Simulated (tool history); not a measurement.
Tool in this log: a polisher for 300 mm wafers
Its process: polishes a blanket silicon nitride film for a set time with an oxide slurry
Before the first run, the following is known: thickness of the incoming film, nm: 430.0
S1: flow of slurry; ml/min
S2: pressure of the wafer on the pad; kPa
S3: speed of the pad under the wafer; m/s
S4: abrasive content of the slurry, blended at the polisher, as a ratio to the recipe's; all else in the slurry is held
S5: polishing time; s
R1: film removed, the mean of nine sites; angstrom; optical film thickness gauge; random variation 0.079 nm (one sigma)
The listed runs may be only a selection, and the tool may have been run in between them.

| run | day | S1 | S2 | S3 | S4 | S5 | R1 |
|---|---|---|---|---|---|---|---|
| 1 | 0.000 | 210 | 18.6 | 1.18 | 1.00 | 23 | 98.213 |
| 2 | 0.308 | 210 | 17.9 | 1.18 | 1.00 | 23 | 93.749 |
| 3 | 0.483 | 210 | 17.9 | 1.46 | 1.00 | 23 | 108.910 |
| 4 | 0.642 | 210 | 17.2 | 1.46 | 1.00 | 23 | 106.360 |
| 5 | 0.896 | 210 | 19.3 | 1.46 | 1.00 | 23 | 116.960 |
| 6 | 1.121 | 210 | 19.3 | 1.46 | 1.15 | 23 | 124.580 |

The next listed run, before its measurement:
|  | 1.221 | head pressure recalibrated |
| 7 | 1.221 | 210 | 19.3 | 1.46 | 1.15 | 23 | ? |

R1: 131.990 angstrom
